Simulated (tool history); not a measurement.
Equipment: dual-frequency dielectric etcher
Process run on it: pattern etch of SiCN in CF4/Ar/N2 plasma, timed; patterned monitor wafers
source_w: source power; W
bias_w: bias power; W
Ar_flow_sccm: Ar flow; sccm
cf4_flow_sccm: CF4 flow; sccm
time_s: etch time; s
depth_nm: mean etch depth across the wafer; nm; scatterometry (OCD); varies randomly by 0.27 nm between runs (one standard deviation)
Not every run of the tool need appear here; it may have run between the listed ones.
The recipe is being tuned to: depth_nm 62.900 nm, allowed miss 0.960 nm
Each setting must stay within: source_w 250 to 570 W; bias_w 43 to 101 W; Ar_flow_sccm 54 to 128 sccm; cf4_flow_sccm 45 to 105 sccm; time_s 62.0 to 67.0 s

run	hour	source_w	bias_w	Ar_flow_sccm	cf4_flow_sccm	time_s	depth_nm
1	0.0	410	72	91	75	67.0	58.761
2	4.4	410	72	91	80	67.0	59.182
3	8.4	420	72	91	80	67.0	60.582
4	14.8	380	72	91	80	67.0	54.491
5	21.1	380	72	75	80	67.0	55.259
6	28.6	380	72	75	80	67.0	55.557
7	34.0	400	72	75	80	67.0	58.629
# hour 42.5: Ar flow controller replaced
8	42.5	410	72	75	80	67.0	61.223

Exercise: of the 4 proposed moves below, exactly one satisfies all targets within the stated allowed misses. Which move is it?
A	51.0	470	65	82	71	63.5	?
B	51.0	420	72	77	79	65.0	?
C	51.0	400	79	86	83	67.0	?
D	51.0	430	76	85	77	63.0	?

move	depth_nm
A	62.736
B	60.097
C	60.041
D	59.707
A: each result inside its tolerance
B: further off than the last run
C: further off than the last run
D: further off than the last run
Move A is the one to make.
